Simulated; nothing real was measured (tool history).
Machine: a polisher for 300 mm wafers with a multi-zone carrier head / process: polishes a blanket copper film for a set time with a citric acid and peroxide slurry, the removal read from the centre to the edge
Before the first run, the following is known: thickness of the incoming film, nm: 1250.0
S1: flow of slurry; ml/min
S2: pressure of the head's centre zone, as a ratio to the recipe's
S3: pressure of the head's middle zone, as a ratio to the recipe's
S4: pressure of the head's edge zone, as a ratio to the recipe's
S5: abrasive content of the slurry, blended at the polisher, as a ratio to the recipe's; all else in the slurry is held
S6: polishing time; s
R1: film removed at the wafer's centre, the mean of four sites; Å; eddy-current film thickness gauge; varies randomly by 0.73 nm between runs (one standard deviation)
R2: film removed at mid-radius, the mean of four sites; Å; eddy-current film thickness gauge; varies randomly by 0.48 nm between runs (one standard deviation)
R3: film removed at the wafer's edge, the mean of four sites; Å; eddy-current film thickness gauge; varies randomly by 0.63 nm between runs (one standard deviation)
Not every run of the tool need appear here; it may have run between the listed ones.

run 1 hour=0.0 | S1=315 S2=1.00 S3=1.00 S4=1.00 S5=1.00 S6=57 | R1=805.28 R2=850.62 R3=805.59
run 2 hour=4.3 | S1=315 S2=1.01 S3=0.99 S4=0.98 S5=0.90 S6=52 | R1=750.59 R2=758.06 R3=720.63
run 3 hour=5.1 | S1=315 S2=0.98 S3=0.99 S4=0.98 S5=0.90 S6=52 | R1=744.50 R2=756.57 R3=724.17
run 4 hour=13.1 | S1=315 S2=0.98 S3=0.93 S4=0.98 S5=0.90 S6=52 | R1=712.30 R2=711.59 R3=731.98
run 5 hour=15.3 | S1=315 S2=0.98 S3=0.94 S4=0.96 S5=0.85 S6=48 | R1=677.37 R2=682.38 R3=670.14
run 6 hour=20.9 | S1=315 S2=0.98 S3=0.93 S4=0.95 S5=0.80 S6=44 | R1=601.42 R2=594.51 R3=578.96
run 7 hour=28.4 | S1=315 S2=0.98 S3=0.92 S4=0.93 S5=0.75 S6=43 | R1=575.15 R2=577.00 R3=562.50
run 8 hour=33.6 | S1=315 S2=0.99 S3=0.91 S4=0.91 S5=0.70 S6=42 | R1=571.10 R2=560.12 R3=551.89

Expected results for the next run?
run 9 hour=34.4 | S1=315 S2=1.00 S3=0.92 S4=0.90 S5=0.65 S6=40 | R1=? R2=? R3=?

R1: 540.21 Å
R2: 519.35 Å
R3: 508.28 Å

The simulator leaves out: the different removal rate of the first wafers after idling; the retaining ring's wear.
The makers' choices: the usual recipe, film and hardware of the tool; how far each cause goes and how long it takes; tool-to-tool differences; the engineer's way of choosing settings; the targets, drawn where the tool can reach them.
